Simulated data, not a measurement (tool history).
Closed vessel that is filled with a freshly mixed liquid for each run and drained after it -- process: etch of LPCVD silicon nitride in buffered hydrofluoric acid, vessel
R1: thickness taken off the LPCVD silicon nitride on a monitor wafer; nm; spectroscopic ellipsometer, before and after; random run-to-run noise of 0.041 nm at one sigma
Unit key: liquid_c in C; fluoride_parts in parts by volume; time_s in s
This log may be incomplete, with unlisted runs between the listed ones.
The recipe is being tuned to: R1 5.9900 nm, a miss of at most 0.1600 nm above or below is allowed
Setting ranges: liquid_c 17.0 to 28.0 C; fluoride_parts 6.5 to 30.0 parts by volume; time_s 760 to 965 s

Run 1, hour 0.0: liquid_c 20.0 C, fluoride_parts 19.5 parts by volume, time_s 965 s. Result: R1 4.9620 nm.
Run 2, hour 5.4: liquid_c 20.0 C, fluoride_parts 19.5 parts by volume, time_s 760 s. Result: R1 3.8552 nm.
Run 3, hour 10.9: liquid_c 18.0 C, fluoride_parts 19.5 parts by volume, time_s 760 s. Result: R1 3.4721 nm.
Run 4, hour 12.3: liquid_c 20.0 C, fluoride_parts 19.5 parts by volume, time_s 760 s. Result: R1 3.8733 nm.
Run 5, hour 15.9: liquid_c 22.0 C, fluoride_parts 19.5 parts by volume, time_s 760 s. Result: R1 4.3249 nm.
Run 6, hour 19.0: liquid_c 23.5 C, fluoride_parts 19.0 parts by volume, time_s 760 s. Result: R1 4.8456 nm.
Run 7, hour 27.5: liquid_c 24.5 C, fluoride_parts 19.0 parts by volume, time_s 760 s. Result: R1 5.1550 nm.
Run 8, hour 28.7: liquid_c 25.0 C, fluoride_parts 19.0 parts by volume, time_s 760 s. Result: R1 5.2617 nm.
Run 9, hour 33.5: liquid_c 25.5 C, fluoride_parts 19.0 parts by volume, time_s 760 s. Result: R1 5.4264 nm.
Run 10, hour 35.3: liquid_c 26.0 C, fluoride_parts 19.0 parts by volume, time_s 760 s. Result: R1 5.6078 nm.
Run 11, hour 44.2: liquid_c 26.5 C, fluoride_parts 19.0 parts by volume, time_s 760 s. Result: R1 5.6238 nm.
Run 12, hour 52.9: liquid_c 28.0 C, fluoride_parts 19.0 parts by volume, time_s 760 s. Result: R1 6.1334 nm.

4 candidate next runs follow, results not yet known. Just one meets every target within its allowed miss. Identify it.
Run A, hour 61.6: liquid_c 27.5 C, fluoride_parts 19.5 parts by volume, time_s 825 s. Result: R1 ?.
Run B, hour 61.6: liquid_c 27.5 C, fluoride_parts 21.0 parts by volume, time_s 830 s. Result: R1 ?.
Run C, hour 61.6: liquid_c 27.5 C, fluoride_parts 20.0 parts by volume, time_s 875 s. Result: R1 ?.
Run D, hour 61.6: liquid_c 27.0 C, fluoride_parts 18.0 parts by volume, time_s 790 s. Result: R1 ?.

move      R1
   A  6.4380
   B  6.1098
   C  6.6601
   D  6.4939
A: further off than the last run
B: each result inside its tolerance
C: further off than the last run
D: further off than the last run
The move that meets every target is B.
